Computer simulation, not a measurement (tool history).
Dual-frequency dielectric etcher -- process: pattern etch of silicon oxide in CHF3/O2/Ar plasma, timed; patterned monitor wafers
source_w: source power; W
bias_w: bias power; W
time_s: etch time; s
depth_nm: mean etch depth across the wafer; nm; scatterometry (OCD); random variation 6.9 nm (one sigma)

run 1 hour=0 | source_w=680 bias_w=222 time_s=707.5 | depth_nm=1577.3
run 2 hour=4 | source_w=610 bias_w=222 time_s=707.5 | depth_nm=1466.4
run 3 hour=5.1 | source_w=610 bias_w=196 time_s=707.5 | depth_nm=1369.2
run 4 hour=8.6 | source_w=710 bias_w=196 time_s=707.5 | depth_nm=1507.2
run 5 hour=10.4 | source_w=710 bias_w=196 time_s=707.5 | depth_nm=1484.5
run 6 hour=14.8 | source_w=710 bias_w=218 time_s=707.5 | depth_nm=1598
run 7 hour=21.4 | source_w=630 bias_w=205 time_s=707.5 | depth_nm=1444.4

Predict the results of run 8:
run 8 hour=23.6 | source_w=490 bias_w=160 time_s=707.5 | depth_nm=?

{"run 8": {"depth_nm": 1036.7}}

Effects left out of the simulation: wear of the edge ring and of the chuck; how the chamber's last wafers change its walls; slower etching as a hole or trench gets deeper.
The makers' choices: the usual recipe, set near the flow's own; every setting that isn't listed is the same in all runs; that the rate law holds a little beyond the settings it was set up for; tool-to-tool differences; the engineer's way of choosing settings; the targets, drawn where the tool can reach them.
